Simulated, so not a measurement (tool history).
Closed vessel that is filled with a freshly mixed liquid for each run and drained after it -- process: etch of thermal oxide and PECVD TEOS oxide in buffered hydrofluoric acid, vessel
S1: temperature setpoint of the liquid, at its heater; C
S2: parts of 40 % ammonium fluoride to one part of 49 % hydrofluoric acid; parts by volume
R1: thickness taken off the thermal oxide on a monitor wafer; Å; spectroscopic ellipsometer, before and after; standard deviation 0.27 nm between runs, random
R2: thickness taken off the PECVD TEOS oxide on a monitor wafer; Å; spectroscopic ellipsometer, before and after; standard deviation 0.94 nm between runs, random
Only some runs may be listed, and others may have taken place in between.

run 1 hour=0 | S1=24 S2=24 time_in_the_liquid_(s)=60 | R1=328.91 R2=530.27
run 2 hour=6.4 | S1=24 S2=24 time_in_the_liquid_(s)=45 | R1=248.59 R2=396.55
run 3 hour=11.3 | S1=24 S2=28 time_in_the_liquid_(s)=45 | R1=224.95 R2=359.12
run 4 hour=12.2 | S1=24 S2=30 time_in_the_liquid_(s)=45 | R1=210.78 R2=339.93
run 5 hour=18.6 | S1=24 S2=27.5 time_in_the_liquid_(s)=45 | R1=225.63 R2=360.31
run 6 hour=22.1 | S1=25.5 S2=27.5 time_in_the_liquid_(s)=45 | R1=244.26 R2=392.09
run 7 hour=25.5 | S1=27.5 S2=21 time_in_the_liquid_(s)=50 | R1=363.7 R2=581.86
run 8 hour=27.8 | S1=29 S2=17 time_in_the_liquid_(s)=55 | R1=527.66 R2=849.08
run 9 hour=35.5 | S1=30 S2=15.5 time_in_the_liquid_(s)=55 | R1=612.68 R2=986.8
run 10 hour=41.8 | S1=30.5 S2=15 time_in_the_liquid_(s)=55 | R1=641.98 R2=1021.7
run 11 hour=44.3 | S1=31 S2=14.5 time_in_the_liquid_(s)=55 | R1=684.69 R2=1095.5
run 12 hour=51.9 | S1=32 S2=13 time_in_the_liquid_(s)=55 | R1=803.54 R2=1286.7

For run 13, what comes out?
run 13 hour=53.7 | S1=31.5 S2=13 time_in_the_liquid_(s)=55 | R1=? R2=?

Run 13 produced R1 782.05 Å, R2 1249.7 Å.
